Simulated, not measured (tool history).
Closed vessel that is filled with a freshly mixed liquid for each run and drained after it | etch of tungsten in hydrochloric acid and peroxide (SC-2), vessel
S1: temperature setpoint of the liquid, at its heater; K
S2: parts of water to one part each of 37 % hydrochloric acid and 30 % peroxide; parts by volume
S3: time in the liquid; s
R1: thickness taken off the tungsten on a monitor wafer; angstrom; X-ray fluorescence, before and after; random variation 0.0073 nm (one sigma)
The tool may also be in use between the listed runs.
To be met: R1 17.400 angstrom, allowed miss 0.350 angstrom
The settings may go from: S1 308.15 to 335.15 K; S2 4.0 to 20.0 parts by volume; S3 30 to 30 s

{"run": 1, "hour": 0.0, "S1": 319.15, "S2": 11.0, "S3": 30, "R1": 36.208}
{"run": 2, "hour": 4.3, "S1": 319.15, "S2": 13.0, "S3": 30, "R1": 31.03}
{"run": 3, "hour": 7.1, "S1": 319.15, "S2": 14.5, "S3": 30, "R1": 28.229}
{"run": 4, "hour": 14.7, "S1": 317.15, "S2": 14.5, "S3": 30, "R1": 24.704}
{"run": 5, "hour": 19.1, "S1": 315.65, "S2": 14.5, "S3": 30, "R1": 22.234}
{"run": 6, "hour": 21.2, "S1": 314.65, "S2": 14.5, "S3": 30, "R1": 20.754}
{"run": 7, "hour": 27.2, "S1": 313.65, "S2": 14.5, "S3": 30, "R1": 19.39}
{"run": 8, "hour": 35.8, "S1": 313.15, "S2": 14.5, "S3": 30, "R1": 18.654}
{"run": 9, "hour": 43.0, "S1": 312.65, "S2": 14.5, "S3": 30, "R1": 18.113}

Which of these 5 next moves meets every target?
{"run": "A", "hour": 50.2, "S1": 315.15, "S2": 19.5, "S3": 30, "R1": "?"}
{"run": "B", "hour": 50.2, "S1": 314.15, "S2": 15.0, "S3": 30, "R1": "?"}
{"run": "C", "hour": 50.2, "S1": 312.15, "S2": 15.5, "S3": 30, "R1": "?"}
{"run": "D", "hour": 50.2, "S1": 315.65, "S2": 19.0, "S3": 30, "R1": "?"}
{"run": "E", "hour": 50.2, "S1": 309.15, "S2": 12.0, "S3": 30, "R1": "?"}

move=A R1=16.658
move=B R1=19.636
move=C R1=16.550
move=D R1=17.662
move=E R1=16.661
A: takes the result that was furthest off past its target
B: further off than the last run
C: takes the result that was furthest off past its target
D: meets every target
E: takes the result that was furthest off past its target
The right move is D.

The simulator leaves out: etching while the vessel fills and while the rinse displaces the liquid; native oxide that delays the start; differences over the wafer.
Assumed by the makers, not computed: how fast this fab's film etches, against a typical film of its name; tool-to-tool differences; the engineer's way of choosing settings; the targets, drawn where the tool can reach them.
